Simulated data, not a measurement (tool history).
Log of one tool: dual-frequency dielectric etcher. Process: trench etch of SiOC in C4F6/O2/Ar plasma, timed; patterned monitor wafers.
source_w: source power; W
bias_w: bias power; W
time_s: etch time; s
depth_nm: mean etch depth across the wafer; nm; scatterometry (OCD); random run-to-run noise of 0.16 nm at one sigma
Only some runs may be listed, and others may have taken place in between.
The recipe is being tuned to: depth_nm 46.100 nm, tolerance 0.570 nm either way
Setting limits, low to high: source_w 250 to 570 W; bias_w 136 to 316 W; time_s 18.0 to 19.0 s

run  hour  source_w  bias_w  time_s  depth_nm
  1   0.0       410     226    18.0    37.603
  2   3.8       440     226    18.0    39.239
  3   9.9       440     226    18.0    39.369
  4  10.5       390     226    18.0    36.929
  5  18.9       430     228    18.0    38.606
  6  23.0       460     232    18.0    40.167
  7  29.0       480     236    18.0    41.391
  8  37.8       500     238    18.0    42.402
  9  42.5       510     240    18.0    42.795
 10  48.0       520     242    18.0    43.304
 11  56.4       530     244    18.0    43.649
 12  57.3       540     247    18.0    44.153
 13  59.9       550     250    18.0    44.605
 14  63.0       550     253    18.0    44.957

4 next moves are on the table. One of them brings every result within its allowed miss. Which?
  A  66.1       540     250    18.0         ?
  B  66.1       560     247    18.0         ?
  C  66.1       560     249    18.5         ?
  D  66.1       490     280    18.5         ?

move  depth_nm
   A    44.139
   B    44.765
   C    46.106
   D    44.645
A: further off than the last run
B: further off than the last run
C: meets every target
D: further off than the last run
C meets every target.
